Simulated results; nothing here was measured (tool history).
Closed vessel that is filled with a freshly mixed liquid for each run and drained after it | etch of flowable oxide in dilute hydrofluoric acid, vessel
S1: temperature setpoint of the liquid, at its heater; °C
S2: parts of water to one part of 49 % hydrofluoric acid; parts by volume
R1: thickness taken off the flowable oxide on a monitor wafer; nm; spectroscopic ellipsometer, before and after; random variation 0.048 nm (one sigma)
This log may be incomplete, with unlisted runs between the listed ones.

{"run": 1, "hour": 0.0, "S1": 21, "S2": 135, "time in the liquid (s)": 30, "R1": 7.4738}
{"run": 2, "hour": 6.3, "S1": 22, "S2": 130, "time in the liquid (s)": 30, "R1": 8.135}
{"run": 3, "hour": 11.2, "S1": 22, "S2": 170, "time in the liquid (s)": 30, "R1": 5.9731}
{"run": 4, "hour": 13.7, "S1": 18.5, "S2": 170, "time in the liquid (s)": 30, "R1": 5.2135}
{"run": 5, "hour": 22.3, "S1": 20, "S2": 160, "time in the liquid (s)": 30, "R1": 5.926}
{"run": 6, "hour": 24.3, "S1": 20, "S2": 160, "time in the liquid (s)": 30, "R1": 5.9201}
{"run": 7, "hour": 25.2, "S1": 21, "S2": 150, "time in the liquid (s)": 30, "R1": 6.634}
{"run": 8, "hour": 32.4, "S1": 25, "S2": 95, "time in the liquid (s)": 30, "R1": 13.081}

Estimate the outcome of run 9 from the log above:
{"run": 9, "hour": 41.0, "S1": 25.5, "S2": 95, "time in the liquid (s)": 30, "R1": "?"}

{"run 9": {"R1": 13.361}}

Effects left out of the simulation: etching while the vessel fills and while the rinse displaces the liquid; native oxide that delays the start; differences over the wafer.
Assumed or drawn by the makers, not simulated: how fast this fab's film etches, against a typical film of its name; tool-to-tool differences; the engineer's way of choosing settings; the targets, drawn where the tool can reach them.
